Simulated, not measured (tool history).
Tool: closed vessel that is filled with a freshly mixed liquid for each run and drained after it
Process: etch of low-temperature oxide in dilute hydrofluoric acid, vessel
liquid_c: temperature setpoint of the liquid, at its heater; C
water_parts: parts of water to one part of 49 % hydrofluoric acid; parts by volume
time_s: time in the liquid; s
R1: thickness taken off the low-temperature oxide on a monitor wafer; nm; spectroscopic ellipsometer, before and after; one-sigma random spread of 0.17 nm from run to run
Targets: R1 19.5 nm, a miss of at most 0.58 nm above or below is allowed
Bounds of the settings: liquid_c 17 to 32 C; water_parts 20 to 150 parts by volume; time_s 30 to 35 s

Run 1, hour 0: liquid_c 24 C, water_parts 85 parts by volume, time_s 35 s. Result: R1 14.918 nm.
Run 2, hour 8.1: liquid_c 25 C, water_parts 85 parts by volume, time_s 35 s. Result: R1 15.523 nm.
Run 3, hour 12.8: liquid_c 25 C, water_parts 110 parts by volume, time_s 35 s. Result: R1 11.529 nm.
Run 4, hour 14.7: liquid_c 25 C, water_parts 110 parts by volume, time_s 30 s. Result: R1 10.001 nm.
Run 5, hour 17.5: liquid_c 26 C, water_parts 105 parts by volume, time_s 30 s. Result: R1 10.961 nm.
Run 6, hour 22.1: liquid_c 26 C, water_parts 105 parts by volume, time_s 35 s. Result: R1 12.601 nm.
Run 7, hour 27.1: liquid_c 27 C, water_parts 100 parts by volume, time_s 35 s. Result: R1 14.27 nm.
Run 8, hour 35.2: liquid_c 28 C, water_parts 100 parts by volume, time_s 35 s. Result: R1 14.832 nm.
Run 9, hour 36.4: liquid_c 28.5 C, water_parts 100 parts by volume, time_s 35 s. Result: R1 14.88 nm.
Run 10, hour 37.3: liquid_c 29 C, water_parts 100 parts by volume, time_s 35 s. Result: R1 15.335 nm.
Run 11, hour 45.2: liquid_c 29.5 C, water_parts 100 parts by volume, time_s 35 s. Result: R1 15.598 nm.

Of the 4 settings listed for the next run, only one would bring every result within its allowed miss of target. Which one?
Run A, hour 53.1: liquid_c 28.5 C, water_parts 85 parts by volume, time_s 35 s. Result: R1 ?.
Run B, hour 53.1: liquid_c 27.5 C, water_parts 95 parts by volume, time_s 30 s. Result: R1 ?.
Run C, hour 53.1: liquid_c 29 C, water_parts 80 parts by volume, time_s 35 s. Result: R1 ?.
Run D, hour 53.1: liquid_c 28.5 C, water_parts 95 parts by volume, time_s 30 s. Result: R1 ?.

move      R1
   A  18.069
   B  13.145
   C  19.715
   D  13.657
A: gains on the last run, yet a result remains outside its allowed miss
B: misses by more than the last run did
C: every result lands within tolerance
D: misses by more than the last run did
Answer: C

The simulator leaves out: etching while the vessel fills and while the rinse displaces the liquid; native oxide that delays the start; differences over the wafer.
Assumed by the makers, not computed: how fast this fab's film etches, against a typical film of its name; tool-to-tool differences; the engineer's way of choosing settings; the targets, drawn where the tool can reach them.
